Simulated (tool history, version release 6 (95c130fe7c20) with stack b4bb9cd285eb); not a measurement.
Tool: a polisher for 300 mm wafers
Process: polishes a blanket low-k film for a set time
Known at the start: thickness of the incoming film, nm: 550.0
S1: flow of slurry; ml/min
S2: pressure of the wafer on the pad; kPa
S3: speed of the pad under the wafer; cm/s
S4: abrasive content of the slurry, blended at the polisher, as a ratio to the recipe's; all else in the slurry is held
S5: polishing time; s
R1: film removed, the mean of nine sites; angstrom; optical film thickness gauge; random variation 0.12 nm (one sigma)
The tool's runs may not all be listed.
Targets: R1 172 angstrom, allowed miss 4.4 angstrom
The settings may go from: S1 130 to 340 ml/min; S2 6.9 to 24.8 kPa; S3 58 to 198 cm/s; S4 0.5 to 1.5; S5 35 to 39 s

Run 1, hour 0: S1 220 ml/min, S2 15.9 kPa, S3 128 cm/s, S4 1, S5 39 s. Result: R1 255.93 angstrom.
Run 2, hour 3.1: S1 220 ml/min, S2 17.9 kPa, S3 128 cm/s, S4 1, S5 39 s. Result: R1 289.37 angstrom.
Run 3, hour 7.6: S1 220 ml/min, S2 17.9 kPa, S3 128 cm/s, S4 1.1, S5 39 s. Result: R1 302.64 angstrom.
Run 4, hour 13.3: S1 180 ml/min, S2 17.9 kPa, S3 128 cm/s, S4 1.1, S5 39 s. Result: R1 301.55 angstrom.
Run 5, hour 14.3: S1 180 ml/min, S2 17.9 kPa, S3 128 cm/s, S4 1.3, S5 39 s. Result: R1 330.98 angstrom.
Run 6, hour 18.9: S1 230 ml/min, S2 17.9 kPa, S3 128 cm/s, S4 1.3, S5 39 s. Result: R1 332.6 angstrom.
Run 7, hour 27: S1 230 ml/min, S2 15.2 kPa, S3 128 cm/s, S4 1.3, S5 39 s. Result: R1 284.25 angstrom.
Run 8, hour 31.4: S1 230 ml/min, S2 13.1 kPa, S3 128 cm/s, S4 1.3, S5 39 s. Result: R1 248.71 angstrom.
Run 9, hour 39.7: S1 230 ml/min, S2 11.7 kPa, S3 128 cm/s, S4 1.3, S5 39 s. Result: R1 222.16 angstrom.
Run 10, hour 41.6: S1 210 ml/min, S2 7.6 kPa, S3 128 cm/s, S4 1.3, S5 39 s. Result: R1 146.26 angstrom.
Run 11, hour 43: S1 230 ml/min, S2 7.6 kPa, S3 128 cm/s, S4 1.3, S5 39 s. Result: R1 149.6 angstrom.
Run 12, hour 45.5: S1 230 ml/min, S2 7.6 kPa, S3 128 cm/s, S4 1.3, S5 39 s. Result: R1 147.56 angstrom.
Run 13, hour 47.5: S1 240 ml/min, S2 7.6 kPa, S3 128 cm/s, S4 1.3, S5 39 s. Result: R1 149.29 angstrom.
Run 14, hour 50: S1 245 ml/min, S2 8.3 kPa, S3 128 cm/s, S4 1.3, S5 39 s. Result: R1 162.7 angstrom.
Run 15, hour 51.5: S1 250 ml/min, S2 8.3 kPa, S3 128 cm/s, S4 1.3, S5 39 s. Result: R1 161.01 angstrom.
Run 16, hour 55.3: S1 250 ml/min, S2 8.3 kPa, S3 128 cm/s, S4 1.3, S5 39 s. Result: R1 161.47 angstrom.
Run 17, hour 57.2: S1 260 ml/min, S2 8.3 kPa, S3 128 cm/s, S4 1.3, S5 39 s. Result: R1 165.07 angstrom.
Run 18, hour 65.4: S1 265 ml/min, S2 8.3 kPa, S3 128 cm/s, S4 1.3, S5 39 s. Result: R1 160.27 angstrom.

Which of these 4 next moves meets every target?
Run A, hour 73.6: S1 340 ml/min, S2 9.7 kPa, S3 136 cm/s, S4 1.15, S5 39 s. Result: R1 ?.
Run B, hour 73.6: S1 310 ml/min, S2 9.7 kPa, S3 122 cm/s, S4 1.3, S5 36 s. Result: R1 ?.
Run C, hour 73.6: S1 280 ml/min, S2 8.3 kPa, S3 142 cm/s, S4 1.4, S5 39 s. Result: R1 ?.
Run D, hour 73.6: S1 270 ml/min, S2 7.6 kPa, S3 146 cm/s, S4 1.35, S5 38 s. Result: R1 ?.

move      R1
   A  186.54
   B  170.31
   C  180.39
   D  161.67
A: takes the result that was furthest off past its target
B: meets every target
C: takes the result that was furthest off past its target
D: nearer than the last run, and not there yet
Move B is the one to make.
